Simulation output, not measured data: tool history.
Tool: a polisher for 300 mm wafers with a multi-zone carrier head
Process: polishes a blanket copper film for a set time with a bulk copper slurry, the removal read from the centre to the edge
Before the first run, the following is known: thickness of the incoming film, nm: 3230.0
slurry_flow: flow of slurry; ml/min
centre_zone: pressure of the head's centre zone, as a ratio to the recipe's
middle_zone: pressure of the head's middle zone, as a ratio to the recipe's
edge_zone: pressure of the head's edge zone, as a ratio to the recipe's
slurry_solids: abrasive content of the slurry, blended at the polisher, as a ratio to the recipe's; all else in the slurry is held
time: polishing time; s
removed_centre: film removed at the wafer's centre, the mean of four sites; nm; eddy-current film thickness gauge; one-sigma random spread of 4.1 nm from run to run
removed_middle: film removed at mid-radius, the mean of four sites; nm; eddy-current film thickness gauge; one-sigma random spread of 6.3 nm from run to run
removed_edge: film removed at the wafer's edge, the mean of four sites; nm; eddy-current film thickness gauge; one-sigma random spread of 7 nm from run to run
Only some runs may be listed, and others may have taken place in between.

{"run": 1, "day": 0.0, "slurry_flow": 255, "centre_zone": 1, "middle_zone": 1, "edge_zone": 1, "slurry_solids": 1, "time": 54, "removed_centre": 483.47, "removed_middle": 508.64, "removed_edge": 491.11}
{"run": 2, "day": 0.225, "slurry_flow": 195, "centre_zone": 1, "middle_zone": 1, "edge_zone": 1, "slurry_solids": 1, "time": 54, "removed_centre": 470.14, "removed_middle": 489.01, "removed_edge": 493.73}
{"run": 3, "day": 0.575, "slurry_flow": 195, "centre_zone": 1, "middle_zone": 1, "edge_zone": 1, "slurry_solids": 1.15, "time": 54, "removed_centre": 486.31, "removed_middle": 514.11, "removed_edge": 504.14}
{"run": 4, "day": 0.942, "slurry_flow": 190, "centre_zone": 1.02, "middle_zone": 0.97, "edge_zone": 1.03, "slurry_solids": 1.2, "time": 54, "removed_centre": 502.61, "removed_middle": 502.45, "removed_edge": 525.5}
{"day": 1.138, "done": "worn pad replaced by a new one"}
{"run": 5, "day": 1.138, "slurry_flow": 190, "centre_zone": 0.99, "middle_zone": 0.97, "edge_zone": 1.03, "slurry_solids": 1.2, "time": 54, "removed_centre": 528.28, "removed_middle": 546.07, "removed_edge": 571.39}
{"run": 6, "day": 1.375, "slurry_flow": 205, "centre_zone": 1, "middle_zone": 0.94, "edge_zone": 1.03, "slurry_solids": 1.2, "time": 54, "removed_centre": 541.72, "removed_middle": 539.81, "removed_edge": 566.89}
{"run": 7, "day": 1.442, "slurry_flow": 205, "centre_zone": 1, "middle_zone": 0.94, "edge_zone": 1.03, "slurry_solids": 1.2, "time": 54, "removed_centre": 545.98, "removed_middle": 556.76, "removed_edge": 573.14}

What does the tool deliver on the next run?
{"run": 8, "day": 1.571, "slurry_flow": 200, "centre_zone": 1.02, "middle_zone": 0.92, "edge_zone": 1.05, "slurry_solids": 1.15, "time": 54, "removed_centre": "?", "removed_middle": "?", "removed_edge": "?"}

{"run 8": {"removed_centre": 546.62, "removed_middle": 530.15, "removed_edge": 578.36}}
